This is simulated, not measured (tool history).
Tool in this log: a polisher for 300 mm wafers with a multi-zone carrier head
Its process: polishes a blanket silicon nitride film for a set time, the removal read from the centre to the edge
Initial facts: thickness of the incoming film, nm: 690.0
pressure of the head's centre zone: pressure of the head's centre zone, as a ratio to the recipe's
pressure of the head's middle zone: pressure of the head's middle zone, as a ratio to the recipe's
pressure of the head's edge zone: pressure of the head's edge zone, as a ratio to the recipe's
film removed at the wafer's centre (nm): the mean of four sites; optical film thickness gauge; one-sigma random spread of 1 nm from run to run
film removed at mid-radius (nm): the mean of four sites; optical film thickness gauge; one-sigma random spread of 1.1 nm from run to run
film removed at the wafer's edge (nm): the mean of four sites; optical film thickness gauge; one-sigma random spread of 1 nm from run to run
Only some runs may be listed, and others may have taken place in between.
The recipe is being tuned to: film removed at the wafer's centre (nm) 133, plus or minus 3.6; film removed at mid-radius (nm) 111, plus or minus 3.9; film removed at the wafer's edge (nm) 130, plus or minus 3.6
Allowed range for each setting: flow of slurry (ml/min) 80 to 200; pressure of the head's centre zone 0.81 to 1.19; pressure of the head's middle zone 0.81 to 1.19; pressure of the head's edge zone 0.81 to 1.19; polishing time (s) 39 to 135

| run | day | flow of slurry (ml/min) | pressure of the head's centre zone | pressure of the head's middle zone | pressure of the head's edge zone | polishing time (s) | film removed at the wafer's centre (nm) | film removed at mid-radius (nm) | film removed at the wafer's edge (nm) |
|---|---|---|---|---|---|---|---|---|---|
| 1 | 0 | 130 | 1 | 1 | 1 | 87 | 101.49 | 102.68 | 105.28 |
| 2 | 0.138 | 160 | 1 | 1 | 1 | 87 | 104.72 | 105.16 | 106.93 |
| 3 | 0.454 | 160 | 1 | 1.05 | 1 | 87 | 105.56 | 110.6 | 108.28 |
| 4 | 0.742 | 160 | 1.08 | 1.05 | 1 | 87 | 114.27 | 108.82 | 107.81 |
| 5 | 1.062 | 160 | 1.09 | 1.03 | 1.04 | 89 | 118.72 | 108.99 | 111.6 |
| 6 | 1.267 | 160 | 1.09 | 1.03 | 0.96 | 89 | 119.57 | 109.7 | 107.06 |
| 7 | 1.346 | 165 | 1.1 | 1.02 | 1.01 | 90 | 120.52 | 109.06 | 110.36 |
| 8 | 1.675 | 165 | 1.11 | 1.01 | 1.05 | 92 | 126.32 | 111.37 | 116.7 |
| 9 | 1.821 | 190 | 1.1 | 0.94 | 1.15 | 92 | 125.21 | 106 | 123.98 |
| 10 | 1.958 | 190 | 1.11 | 0.94 | 1.16 | 93 | 128.27 | 109.11 | 124.29 |

Next run, 4 choices. One meets every target within its allowed miss, the rest don't. Which?
| A | 2.096 | 195 | 1.11 | 0.98 | 1.15 | 88 | ? | ? | ? |
| B | 2.096 | 185 | 1.06 | 0.88 | 1.1 | 100 | ? | ? | ? |
| C | 2.096 | 120 | 1.14 | 1.01 | 1.11 | 96 | ? | ? | ? |
| D | 2.096 | 195 | 1.09 | 0.92 | 1.18 | 93 | ? | ? | ? |

| move | film removed at the wafer's centre (nm) | film removed at mid-radius (nm) | film removed at the wafer's edge (nm) |
|---|---|---|---|
| A | 121.98 | 107.72 | 117.44 |
| B | 131.21 | 111.17 | 130.12 |
| C | 126.06 | 112.2 | 119.58 |
| D | 126.52 | 107.99 | 125.8 |
A: moves away from the targets compared with the last run
B: every result within its allowed miss
C: moves away from the targets compared with the last run
D: moves away from the targets compared with the last run
So the answer is move B, the one that meets all the targets.

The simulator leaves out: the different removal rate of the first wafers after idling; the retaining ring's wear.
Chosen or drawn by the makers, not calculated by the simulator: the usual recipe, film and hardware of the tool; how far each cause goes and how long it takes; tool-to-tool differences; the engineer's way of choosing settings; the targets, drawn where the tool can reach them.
